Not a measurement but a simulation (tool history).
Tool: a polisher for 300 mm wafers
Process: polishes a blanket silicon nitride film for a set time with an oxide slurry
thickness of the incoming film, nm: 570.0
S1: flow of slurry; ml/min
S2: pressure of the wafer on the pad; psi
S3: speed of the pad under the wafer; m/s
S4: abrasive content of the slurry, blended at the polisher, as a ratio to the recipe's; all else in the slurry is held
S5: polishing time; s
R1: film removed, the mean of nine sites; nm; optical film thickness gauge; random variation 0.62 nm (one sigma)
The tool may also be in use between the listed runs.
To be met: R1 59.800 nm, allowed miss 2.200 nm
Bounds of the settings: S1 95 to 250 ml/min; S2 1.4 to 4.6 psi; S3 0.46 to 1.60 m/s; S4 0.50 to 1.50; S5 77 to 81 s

| run | hour | S1 | S2 | S3 | S4 | S5 | R1 |
|---|---|---|---|---|---|---|---|
| 1 | 0.0 | 160 | 3.0 | 1.02 | 1.00 | 77 | 40.056 |
| 2 | 5.0 | 160 | 3.0 | 1.02 | 0.90 | 77 | 37.845 |
| 3 | 7.3 | 160 | 3.1 | 1.02 | 0.90 | 77 | 38.914 |
| 4 | 12.8 | 180 | 3.1 | 1.02 | 0.90 | 77 | 39.922 |
| 5 | 16.8 | 180 | 3.5 | 1.02 | 0.90 | 77 | 45.019 |
| 6 | 17.7 | 180 | 3.6 | 1.02 | 0.90 | 77 | 46.397 |
| 7 | 20.5 | 180 | 3.7 | 1.02 | 0.90 | 77 | 47.568 |
| 8 | 21.2 | 180 | 3.8 | 1.02 | 0.90 | 77 | 49.441 |
| 9 | 24.9 | 180 | 3.9 | 1.02 | 0.90 | 77 | 50.026 |
| 10 | 31.4 | 180 | 4.0 | 1.02 | 0.90 | 77 | 51.067 |
| 11 | 36.4 | 185 | 4.0 | 1.02 | 0.90 | 77 | 50.948 |
| 12 | 40.2 | 185 | 4.1 | 1.02 | 0.90 | 77 | 52.484 |
| 13 | 42.5 | 190 | 4.4 | 1.02 | 0.90 | 77 | 56.627 |

Which of these 4 next moves meets every target?
| A | 44.8 | 190 | 4.2 | 1.12 | 0.85 | 77 | ? |
| B | 44.8 | 170 | 3.8 | 1.12 | 0.85 | 79 | ? |
| C | 44.8 | 225 | 3.7 | 1.26 | 0.95 | 77 | ? |
| D | 44.8 | 210 | 4.3 | 1.14 | 0.95 | 78 | ? |

| move | R1 |
|---|---|
| A | 56.938 |
| B | 52.049 |
| C | 59.889 |
| D | 64.285 |
A: nearer than the last run, and not there yet
B: further off than the last run
C: meets every target
D: takes the result that was furthest off past its target
The right move is C.

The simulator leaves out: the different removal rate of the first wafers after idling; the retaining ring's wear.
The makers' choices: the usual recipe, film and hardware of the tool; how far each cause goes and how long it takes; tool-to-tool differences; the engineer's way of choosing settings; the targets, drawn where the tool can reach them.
